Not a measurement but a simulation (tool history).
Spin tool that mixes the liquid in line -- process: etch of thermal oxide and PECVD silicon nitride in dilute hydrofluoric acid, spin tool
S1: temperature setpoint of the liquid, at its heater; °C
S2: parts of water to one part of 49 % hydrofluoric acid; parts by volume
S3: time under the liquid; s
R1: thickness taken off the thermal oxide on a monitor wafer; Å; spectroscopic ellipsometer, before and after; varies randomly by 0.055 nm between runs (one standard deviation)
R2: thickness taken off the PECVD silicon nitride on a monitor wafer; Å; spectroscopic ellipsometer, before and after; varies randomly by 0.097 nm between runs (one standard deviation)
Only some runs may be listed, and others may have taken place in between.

run 1 day=0.000 | S1=22.0 S2=245 S3=180 | R1=26.090 R2=33.532
run 2 day=0.254 | S1=22.0 S2=160 S3=180 | R1=42.461 R2=51.610
run 3 day=0.492 | S1=22.0 S2=190 S3=180 | R1=35.326 R2=42.564
run 4 day=0.746 | S1=23.5 S2=170 S3=180 | R1=43.149 R2=53.164
run 5 day=1.046 | S1=25.0 S2=165 S3=180 | R1=47.012 R2=60.450
run 6 day=1.371 | S1=25.5 S2=155 S3=180 | R1=50.727 R2=66.201

For run 7, what comes out?
run 7 day=1.508 | S1=26.0 S2=145 S3=180 | R1=? R2=?

R1: 56.102 Å
R2: 74.283 Å
